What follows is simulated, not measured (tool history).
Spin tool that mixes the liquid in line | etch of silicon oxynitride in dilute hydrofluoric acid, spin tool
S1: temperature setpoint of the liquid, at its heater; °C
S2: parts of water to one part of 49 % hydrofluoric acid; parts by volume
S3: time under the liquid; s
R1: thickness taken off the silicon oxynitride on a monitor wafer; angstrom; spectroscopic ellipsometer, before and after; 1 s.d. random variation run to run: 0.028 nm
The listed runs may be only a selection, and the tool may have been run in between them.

Run 1, hour 0: S1 23 °C, S2 160 parts by volume, S3 70 s. Result: R1 6.5887 angstrom.
Run 2, hour 7.4: S1 26 °C, S2 160 parts by volume, S3 70 s. Result: R1 7.4505 angstrom.
Run 3, hour 15.1: S1 26.5 °C, S2 150 parts by volume, S3 70 s. Result: R1 8.4832 angstrom.
Run 4, hour 21.5: S1 27 °C, S2 145 parts by volume, S3 70 s. Result: R1 8.7837 angstrom.
Run 5, hour 28.4: S1 25 °C, S2 145 parts by volume, S3 70 s. Result: R1 8.2705 angstrom.
Run 6, hour 34.6: S1 25.5 °C, S2 135 parts by volume, S3 70 s. Result: R1 8.7879 angstrom.
Run 7, hour 41.5: S1 29.5 °C, S2 80 parts by volume, S3 70 s. Result: R1 18.701 angstrom.
Run 8, hour 42.6: S1 29.5 °C, S2 80 parts by volume, S3 70 s. Result: R1 18.24 angstrom.

Run 9 has not been measured yet. What should we expect?
Run 9, hour 47.7: S1 28.5 °C, S2 80 parts by volume, S3 70 s. Result: R1 ?.

For run 9 the tool returned R1 17.932 angstrom.
